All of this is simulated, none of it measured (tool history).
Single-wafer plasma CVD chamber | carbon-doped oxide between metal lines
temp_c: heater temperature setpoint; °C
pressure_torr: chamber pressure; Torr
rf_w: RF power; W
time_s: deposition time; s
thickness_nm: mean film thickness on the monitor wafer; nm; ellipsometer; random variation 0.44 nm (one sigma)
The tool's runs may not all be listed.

run 1 hour=0.0 | temp_c=335 pressure_torr=5.72 rf_w=540 time_s=10.9 | thickness_nm=65.522
run 2 hour=9.0 | temp_c=335 pressure_torr=5.72 rf_w=540 time_s=10.9 | thickness_nm=64.710
run 3 hour=15.3 | temp_c=332 pressure_torr=5.99 rf_w=565 time_s=10.9 | thickness_nm=67.920
run 4 hour=19.7 | temp_c=332 pressure_torr=6.52 rf_w=565 time_s=10.9 | thickness_nm=69.170
run 5 hour=21.9 | temp_c=330 pressure_torr=6.83 rf_w=575 time_s=10.9 | thickness_nm=69.858
run 6 hour=24.3 | temp_c=328 pressure_torr=6.94 rf_w=590 time_s=10.9 | thickness_nm=71.628
run 7 hour=27.6 | temp_c=327 pressure_torr=7.07 rf_w=600 time_s=10.9 | thickness_nm=72.970

Forecast run 8:
run 8 hour=31.0 | temp_c=326 pressure_torr=7.18 rf_w=605 time_s=10.9 | thickness_nm=?

{"run 8": {"thickness_nm": 74.023}}
